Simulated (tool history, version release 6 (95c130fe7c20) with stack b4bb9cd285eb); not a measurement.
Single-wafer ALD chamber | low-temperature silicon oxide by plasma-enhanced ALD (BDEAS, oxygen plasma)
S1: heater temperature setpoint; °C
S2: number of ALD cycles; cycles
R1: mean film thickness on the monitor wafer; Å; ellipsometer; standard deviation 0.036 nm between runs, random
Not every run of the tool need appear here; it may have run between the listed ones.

{"run": 1, "hour": 0.0, "S1": 110, "S2": 43, "R1": 53.658}
{"run": 2, "hour": 5.3, "S1": 104, "S2": 43, "R1": 53.743}
{"run": 3, "hour": 6.7, "S1": 104, "S2": 45, "R1": 55.985}
{"run": 4, "hour": 11.6, "S1": 104, "S2": 46, "R1": 57.69}
{"run": 5, "hour": 20.3, "S1": 104, "S2": 41, "R1": 51.86}
{"run": 6, "hour": 27.5, "S1": 108, "S2": 41, "R1": 51.564}
{"run": 7, "hour": 36.1, "S1": 108, "S2": 43, "R1": 53.686}
{"run": 8, "hour": 39.4, "S1": 108, "S2": 45, "R1": 55.979}
{"run": 9, "hour": 43.5, "S1": 108, "S2": 46, "R1": 57.246}

Forecast run 10:
{"run": 10, "hour": 47.7, "S1": 108, "S2": 47, "R1": "?"}

{"run 10": {"R1": 58.792}}
